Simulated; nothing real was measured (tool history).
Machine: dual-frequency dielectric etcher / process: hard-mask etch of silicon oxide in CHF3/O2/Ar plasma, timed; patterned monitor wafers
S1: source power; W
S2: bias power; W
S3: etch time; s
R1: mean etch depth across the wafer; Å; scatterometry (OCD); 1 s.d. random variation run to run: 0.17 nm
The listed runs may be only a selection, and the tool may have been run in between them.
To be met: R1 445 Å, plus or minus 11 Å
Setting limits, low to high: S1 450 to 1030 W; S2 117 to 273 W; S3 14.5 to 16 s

{"run": 1, "hour": 0.0, "S1": 740, "S2": 195, "S3": 16, "R1": 398.44}
{"run": 2, "hour": 1.2, "S1": 740, "S2": 195, "S3": 16, "R1": 396.37}
{"run": 3, "hour": 4.9, "S1": 740, "S2": 195, "S3": 16, "R1": 400.87}
{"run": 4, "hour": 7.5, "S1": 760, "S2": 197, "S3": 16, "R1": 403.19}
{"run": 5, "hour": 14.6, "S1": 780, "S2": 199, "S3": 16, "R1": 407.66}
{"run": 6, "hour": 19.4, "S1": 780, "S2": 199, "S3": 16, "R1": 407.54}
{"run": 7, "hour": 22.6, "S1": 800, "S2": 201, "S3": 16, "R1": 409.43}
{"run": 8, "hour": 27.2, "S1": 820, "S2": 205, "S3": 16, "R1": 417.41}

Below are 5 possible settings for the next run. Only one of them brings all results inside the allowed miss of their targets. Which is it?
{"run": "A", "hour": 31.8, "S1": 890, "S2": 193, "S3": 15.5, "R1": "?"}
{"run": "B", "hour": 31.8, "S1": 1020, "S2": 265, "S3": 15, "R1": "?"}
{"run": "C", "hour": 31.8, "S1": 810, "S2": 176, "S3": 15, "R1": "?"}
{"run": "D", "hour": 31.8, "S1": 730, "S2": 208, "S3": 16, "R1": "?"}
{"run": "E", "hour": 31.8, "S1": 850, "S2": 196, "S3": 15, "R1": "?"}

move=A R1=408.29
move=B R1=445.43
move=C R1=376.57
move=D R1=406.49
move=E R1=391.49
A: misses by more than the last run did
B: each result inside its tolerance
C: misses by more than the last run did
D: misses by more than the last run did
E: misses by more than the last run did
So the answer is move B, the one that meets all the targets.
